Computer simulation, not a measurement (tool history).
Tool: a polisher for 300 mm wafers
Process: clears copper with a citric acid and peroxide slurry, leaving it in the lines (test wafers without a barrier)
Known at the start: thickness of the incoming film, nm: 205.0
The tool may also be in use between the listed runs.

| run | hour | flow of slurry (ml/min) | pressure of the wafer on the pad (psi) | speed of the pad under the wafer (cm/s) | abrasive content of the slurry | overpolish time after the end point (s) | time until the end point was called (s) | dishing of a wide line in a test structure (nm) |
|---|---|---|---|---|---|---|---|---|
| 1 | 0.0 | 135 | 2.4 | 136 | 1.00 | 25 | 95.233 | 35.844 |
| 2 | 2.6 | 135 | 2.7 | 136 | 1.00 | 25 | 83.798 | 40.521 |
| 3 | 5.3 | 115 | 2.7 | 136 | 1.00 | 25 | 87.454 | 38.970 |
| 4 | 12.0 | 140 | 2.7 | 136 | 1.00 | 25 | 85.625 | 41.076 |
| 5 | 14.2 | 140 | 2.7 | 136 | 1.05 | 25 | 83.595 | 40.469 |
| 6 | 18.0 | 140 | 3.2 | 136 | 1.05 | 25 | 69.352 | 49.006 |
| 7 | 21.7 | 150 | 3.1 | 136 | 1.10 | 21 | 72.090 | 41.136 |
| 8 | 28.4 | 155 | 3.0 | 138 | 1.10 | 18 | 69.749 | 35.555 |
| 9 | 32.3 | 155 | 2.9 | 138 | 1.10 | 17 | 75.444 | 32.396 |
| 10 | 34.9 | 160 | 2.9 | 138 | 1.10 | 16 | 72.042 | 31.792 |
| 11 | 42.5 | 160 | 2.8 | 138 | 1.10 | 15 | 77.112 | 27.997 |

Forecast run 12:
| 12 | 45.0 | 160 | 2.7 | 140 | 1.10 | 11 | ? | ? |

{"run 12": {"time until the end point was called (s)": 78.885, "dishing of a wide line in a test structure (nm)": 20.99}}
